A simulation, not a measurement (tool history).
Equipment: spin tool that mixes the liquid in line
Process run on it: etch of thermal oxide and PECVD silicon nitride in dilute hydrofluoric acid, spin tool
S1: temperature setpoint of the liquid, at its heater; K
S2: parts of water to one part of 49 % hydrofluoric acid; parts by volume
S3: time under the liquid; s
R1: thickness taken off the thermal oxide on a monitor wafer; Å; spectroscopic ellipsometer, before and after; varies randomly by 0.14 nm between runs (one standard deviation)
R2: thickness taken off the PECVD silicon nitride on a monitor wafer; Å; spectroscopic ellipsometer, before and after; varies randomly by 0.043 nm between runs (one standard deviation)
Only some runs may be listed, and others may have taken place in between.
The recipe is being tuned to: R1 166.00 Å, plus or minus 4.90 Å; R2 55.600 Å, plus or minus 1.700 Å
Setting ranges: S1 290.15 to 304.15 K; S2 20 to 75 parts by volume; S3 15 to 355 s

run  hour      S1  S2   S3      R1      R2
  1   0.0  296.15  45  180  225.13  80.550
  2   0.8  295.65  45  180  217.59  77.089
  3   8.7  295.15  45  180  212.05  75.516
  4  15.0  294.15  45  180  204.95  69.588
     18.3  -- hydrofluoric acid flow meter replaced
  5  18.3  296.15  45  180  200.02  71.769
  6  21.5  295.65  45  180  195.37  69.839
  7  24.0  295.65  45  180  194.69  69.580
  8  28.0  295.15  45  180  192.31  67.366
  9  33.5  294.65  45  180  187.13  65.362

Pick the move, out of 4, that brings all results within their allowed miss; only one does.
  A  39.0  302.15  45  120   ?   ?
  B  39.0  290.15  35  155   ?   ?
  C  39.0  293.15  50  190   ?   ?
  D  39.0  291.65  30  120   ?   ?

move      R1      R2
   A  170.97  71.016
   B  174.17  51.617
   C  167.19  55.353
   D  168.94  51.573
A: the biggest miss grows against the last run
B: takes the biggest miss from the last run beyond its target
C: in spec on every target
D: takes the biggest miss from the last run beyond its target
Answer: C
